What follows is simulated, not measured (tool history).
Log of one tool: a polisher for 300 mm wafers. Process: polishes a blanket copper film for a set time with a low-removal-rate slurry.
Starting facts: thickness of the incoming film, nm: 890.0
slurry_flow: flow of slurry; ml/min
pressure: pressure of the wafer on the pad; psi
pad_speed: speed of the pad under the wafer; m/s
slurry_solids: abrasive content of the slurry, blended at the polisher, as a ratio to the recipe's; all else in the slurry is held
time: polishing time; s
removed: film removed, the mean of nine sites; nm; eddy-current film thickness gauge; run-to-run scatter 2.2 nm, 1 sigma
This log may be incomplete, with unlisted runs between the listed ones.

run,hour,slurry_flow,pressure,pad_speed,slurry_solids,time,removed
1,0,200,2.6,1.06,1,78,208.29
2,4.5,250,2.6,1.06,1,78,216.17
3,13.5,275,2.6,1.06,1,78,214.02
4,15.9,275,2.7,1.06,1,78,224.22
5,24.6,275,2.9,1.06,1,78,233.78
6,30.4,275,3.5,1.06,1,78,269.35
# hour 32.5: head pressure recalibrated
7,32.5,265,3.4,1.06,1,78,279.29
8,34.6,265,3.3,1.06,1,78,271.61

Run 9 is up next; what results do you expect?
9,40.9,265,3.2,1.06,1,78,?

{"run 9": {"removed": 267.22}}
